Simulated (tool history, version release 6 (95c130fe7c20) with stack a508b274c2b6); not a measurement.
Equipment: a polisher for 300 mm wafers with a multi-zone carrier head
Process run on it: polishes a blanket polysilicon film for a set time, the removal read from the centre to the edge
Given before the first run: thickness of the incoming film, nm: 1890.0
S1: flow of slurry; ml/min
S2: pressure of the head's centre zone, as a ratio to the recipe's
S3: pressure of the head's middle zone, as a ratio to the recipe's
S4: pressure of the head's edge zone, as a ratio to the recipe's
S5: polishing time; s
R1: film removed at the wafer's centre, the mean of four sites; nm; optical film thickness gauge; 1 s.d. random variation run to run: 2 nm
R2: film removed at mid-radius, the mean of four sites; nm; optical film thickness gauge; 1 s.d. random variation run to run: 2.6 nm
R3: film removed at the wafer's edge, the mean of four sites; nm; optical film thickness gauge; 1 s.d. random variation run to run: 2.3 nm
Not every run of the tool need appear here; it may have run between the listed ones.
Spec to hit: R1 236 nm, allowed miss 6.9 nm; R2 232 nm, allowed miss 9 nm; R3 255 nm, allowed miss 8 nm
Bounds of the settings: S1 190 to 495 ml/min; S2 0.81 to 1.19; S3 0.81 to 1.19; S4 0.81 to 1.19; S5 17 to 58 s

| run | hour | S1 | S2 | S3 | S4 | S5 | R1 | R2 | R3 |
|---|---|---|---|---|---|---|---|---|---|
| 1 | 0 | 320 | 1 | 1 | 1 | 37 | 287.11 | 282.28 | 284.57 |
| 2 | 6.7 | 320 | 1 | 0.96 | 1 | 37 | 291.79 | 275.95 | 290.46 |
| 3 | 9.8 | 315 | 0.99 | 0.95 | 0.99 | 37 | 284.82 | 270.33 | 283.29 |
| 4 | 11 | 315 | 0.99 | 0.99 | 0.99 | 37 | 288.64 | 277.29 | 284.36 |
| 5 | 17.5 | 270 | 0.99 | 0.99 | 0.99 | 37 | 283.13 | 279.48 | 279.72 |
| 6 | 18.2 | 270 | 0.98 | 0.98 | 0.98 | 37 | 282.35 | 272.25 | 279.58 |
| 7 | 21.4 | 270 | 0.97 | 0.97 | 0.97 | 37 | 272.23 | 266.74 | 273.44 |
| 8 | 25 | 270 | 0.96 | 0.96 | 0.96 | 37 | 275 | 268.31 | 280.22 |
| 9 | 31.2 | 265 | 0.95 | 0.95 | 0.95 | 37 | 272.26 | 265.56 | 273.18 |

Exactly one of the 4 candidate moves below puts every result within its allowed miss. Which one?
| A | 37.4 | 270 | 1.04 | 0.81 | 1.13 | 35 | ? | ? | ? |
| B | 37.4 | 255 | 0.91 | 0.89 | 0.95 | 34 | ? | ? | ? |
| C | 37.4 | 245 | 1.17 | 0.99 | 0.81 | 34 | ? | ? | ? |
| D | 37.4 | 190 | 0.88 | 1.02 | 0.86 | 41 | ? | ? | ? |

| move | R1 | R2 | R3 |
|---|---|---|---|
| A | 276.7 | 218.04 | 286.67 |
| B | 233.46 | 227.64 | 255.18 |
| C | 299.41 | 247.4 | 237.06 |
| D | 261.11 | 296.36 | 285.88 |
A: misses by more than the last run did
B: in spec on every target
C: misses by more than the last run did
D: misses by more than the last run did
Move B is the one to make.
